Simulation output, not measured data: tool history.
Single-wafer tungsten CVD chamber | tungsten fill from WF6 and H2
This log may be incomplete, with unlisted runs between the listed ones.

run  hour  heater temperature setpoint (deg C)  chamber pressure (Pa)  deposition time (s)  mean film thickness on the monitor wafer (Å)
  1     0                                  395                   5200                 13.6                                         384.9
  2   4.7                                  395                   5640                 13.6                                        394.93
  3   8.4                                  404                   5640                 13.6                                        472.62
  4  11.5                                  415                   5640                 13.6                                        562.14
  5  18.3                                  413                   5626                 13.6                                        543.63
  6  26.8                                  419                   5626                 13.6                                        604.11

Run 7, settings as shown, results not yet in. Your forecast:
  7  34.5                                  416                   5613                 13.6                                             ?

Run 7 yielded mean film thickness on the monitor wafer (Å) 573.4.
